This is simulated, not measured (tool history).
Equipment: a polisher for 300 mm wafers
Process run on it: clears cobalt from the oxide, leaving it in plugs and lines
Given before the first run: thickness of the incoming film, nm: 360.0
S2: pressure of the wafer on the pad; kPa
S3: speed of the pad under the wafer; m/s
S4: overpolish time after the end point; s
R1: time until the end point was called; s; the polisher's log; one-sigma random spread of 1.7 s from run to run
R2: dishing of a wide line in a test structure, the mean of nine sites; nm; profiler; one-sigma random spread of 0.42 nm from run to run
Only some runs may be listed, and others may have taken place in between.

{"run": 1, "day": 0.0, "flow of slurry (ml/min)": 240, "S2": 9.0, "S3": 0.88, "S4": 26, "R1": 130.64, "R2": 40.988}
{"run": 2, "day": 0.025, "flow of slurry (ml/min)": 240, "S2": 9.0, "S3": 0.74, "S4": 26, "R1": 156.77, "R2": 38.412}
{"run": 3, "day": 0.192, "flow of slurry (ml/min)": 240, "S2": 9.0, "S3": 0.9, "S4": 26, "R1": 129.35, "R2": 43.342}
{"run": 4, "day": 0.354, "flow of slurry (ml/min)": 240, "S2": 8.3, "S3": 0.9, "S4": 26, "R1": 138.85, "R2": 40.651}
{"run": 5, "day": 0.533, "flow of slurry (ml/min)": 240, "S2": 9.7, "S3": 0.9, "S4": 26, "R1": 121.08, "R2": 43.658}
{"run": 6, "day": 0.883, "flow of slurry (ml/min)": 240, "S2": 7.6, "S3": 0.9, "S4": 26, "R1": 151.71, "R2": 38.989}
{"run": 7, "day": 1.017, "flow of slurry (ml/min)": 240, "S2": 8.3, "S3": 0.9, "S4": 13, "R1": 138.52, "R2": 25.703}

What does the tool deliver on the next run?
{"run": 8, "day": 1.054, "flow of slurry (ml/min)": 240, "S2": 8.3, "S3": 0.9, "S4": 13, "R1": "?", "R2": "?"}

Run 8 came out at R1 141.61 s, R2 25.779 nm.
